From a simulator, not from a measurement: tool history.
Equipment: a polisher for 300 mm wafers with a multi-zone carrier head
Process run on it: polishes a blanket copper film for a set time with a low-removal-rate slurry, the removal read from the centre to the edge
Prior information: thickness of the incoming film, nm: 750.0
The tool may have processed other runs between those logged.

run    day  flow of slurry (ml/min)  pressure of the head's centre zone  pressure of the head's middle zone  pressure of the head's edge zone  abrasive content of the slurry  polishing time (s)  film removed at the wafer's centre (angstrom)  film removed at mid-radius (angstrom)  film removed at the wafer's edge (angstrom)
  1      0                      265                                   1                                   1                                 1                               1                  34                                         1066.4                                 1060.3                                       1033.7
  2  0.367                      265                                0.99                                   1                              0.96                            0.85                  33                                         993.87                                 1034.6                                       961.17
  3  0.604                      265                                0.99                                   1                              0.91                            0.85                  33                                         991.91                                 1004.6                                       938.22
  4  0.733                      260                                0.98                                   1                              0.89                            0.75                  32                                         925.16                                  953.6                                        871.6
  5  1.033                      260                                0.98                                0.96                              0.89                            0.75                  32                                         931.75                                 898.41                                       878.78
  6  1.204                      250                                0.97                                0.97                              0.87                             0.7                  32                                         900.54                                 940.87                                       847.23

Run 7, settings as shown, results not yet in. Your forecast:
  7  1.233                      240                                0.96                                0.95                              0.85                             0.7                  32                                              ?                                      ?                                            ?

film removed at the wafer's centre (angstrom): 877.78
film removed at mid-radius (angstrom): 906.34
film removed at the wafer's edge (angstrom): 847.57

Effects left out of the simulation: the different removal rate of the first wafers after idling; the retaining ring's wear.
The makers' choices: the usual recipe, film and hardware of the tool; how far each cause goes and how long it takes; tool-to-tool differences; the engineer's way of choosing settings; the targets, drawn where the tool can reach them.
